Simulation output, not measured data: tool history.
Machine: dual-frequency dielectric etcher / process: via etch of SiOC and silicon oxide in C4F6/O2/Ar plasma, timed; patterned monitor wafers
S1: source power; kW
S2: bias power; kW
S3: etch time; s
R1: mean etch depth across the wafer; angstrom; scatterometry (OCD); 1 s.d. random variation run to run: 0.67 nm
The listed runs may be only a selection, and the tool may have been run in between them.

run  hour     S1     S2     S3      R1
  1   0.0  0.490  0.192  116.0  1531.3
  2   3.5  0.440  0.192  116.0  1473.1
  3   8.0  0.440  0.192  116.0  1483.6
  4  10.3  0.480  0.192  116.0  1509.1
  5  11.0  0.510  0.197  116.0  1560.6
  6  12.6  0.510  0.222  116.0  1617.3
  7  19.8  0.530  0.224  116.0  1646.9

For run 8, what comes out?
  8  27.7  0.540  0.225  116.0   ?

{"run 8": {"R1": 1654.5}}
